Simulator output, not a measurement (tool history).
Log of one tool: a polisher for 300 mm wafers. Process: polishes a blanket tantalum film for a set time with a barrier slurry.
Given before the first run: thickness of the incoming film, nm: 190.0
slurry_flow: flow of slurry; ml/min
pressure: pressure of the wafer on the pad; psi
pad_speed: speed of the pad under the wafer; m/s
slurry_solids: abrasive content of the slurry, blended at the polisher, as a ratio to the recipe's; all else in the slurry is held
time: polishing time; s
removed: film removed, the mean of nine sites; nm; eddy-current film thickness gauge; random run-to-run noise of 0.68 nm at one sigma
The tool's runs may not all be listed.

run,hour,slurry_flow,pressure,pad_speed,slurry_solids,time,removed
1,0,230,2.2,1.08,1,21,40.559
2,4.6,230,2.3,1.08,1,21,41.98
3,5.1,230,2.3,1.08,0.9,21,40.584
4,8.4,230,1.9,1.08,0.9,21,34.589
5,15.7,230,1.9,1.08,0.9,18,29.449
6,17.4,230,2.1,1.08,0.9,18,31.887
7,20.1,230,2.3,1.1,0.9,18,35.343
8,22.4,230,2.5,1.12,0.9,18,38.081
9,29.9,230,2.6,1.14,0.9,18,39.942
10,36.9,230,2.7,1.16,0.9,18,40.62
11,38.9,230,2.8,1.2,0.9,18,43.758
12,43.1,230,2.9,1.22,0.9,18,45.278
13,48.2,230,3,1.24,0.9,18,47.731
14,50.8,230,3.1,1.26,0.9,18,49.73

Run 15, settings as shown, results not yet in. Your forecast:
# hour 54: worn pad replaced by a new one
15,54,230,3.2,1.28,0.9,18,?

removed: 57.404 nm

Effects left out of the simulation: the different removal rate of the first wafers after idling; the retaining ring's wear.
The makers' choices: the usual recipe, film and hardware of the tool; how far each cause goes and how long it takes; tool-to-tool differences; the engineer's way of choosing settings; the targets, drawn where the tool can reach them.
